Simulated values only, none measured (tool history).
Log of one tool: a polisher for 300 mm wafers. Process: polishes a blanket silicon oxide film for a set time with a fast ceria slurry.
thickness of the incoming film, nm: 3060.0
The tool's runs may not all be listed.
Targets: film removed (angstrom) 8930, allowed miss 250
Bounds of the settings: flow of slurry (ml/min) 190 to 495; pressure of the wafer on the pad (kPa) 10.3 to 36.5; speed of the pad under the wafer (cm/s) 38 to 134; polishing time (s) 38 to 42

run  hour  flow of slurry (ml/min)  pressure of the wafer on the pad (kPa)  speed of the pad under the wafer (cm/s)  polishing time (s)  film removed (angstrom)
  1     0                      320                                    23.4                                       86                  42                   6022.8
  2     7                      320                                    23.4                                       86                  42                   6073.3
  3    12                      375                                    23.4                                       86                  42                   6109.9
  4  20.5                      310                                    23.4                                       86                  42                   5930.1
  5  25.1                      325                                    25.5                                       86                  42                   6481.3
  6  33.6                      325                                    25.5                                       86                  38                   5873.2
  7  38.1                      330                                    28.3                                       88                  38                   6534.9
  8  40.2                      330                                    30.3                                       90                  38                   7059.9
  9  44.4                      330                                    31.7                                       92                  38                   7479.2
 10    45                      330                                    33.1                                       94                  38                   7802.3
 11  53.5                      330                                    33.8                                       96                  38                     8010
 12  62.4                      330                                    33.8                                       96                  38                     8072
 13  67.5                      330                                    34.5                                       96                  38                   8147.2
 14  68.6                      330                                    35.2                                       98                  38                   8531.9
 15    76                      330                                    35.9                                       98                  38                     8545

Which of these 4 next moves meets every target?
  A  83.4                      370                                    33.1                                       88                  42                        ?
  B  83.4                      355                                    33.8                                       96                  39                        ?
  C  83.4                      300                                    36.5                                       90                  41                        ?
  D  83.4                      355                                    29.6                                       92                  40                        ?

move  film removed (angstrom)
   A                   8364.7
   B                   8317.4
   C                   8870.5
   D                     7409
A: further off than the last run
B: further off than the last run
C: meets every target
D: further off than the last run
Answer: C
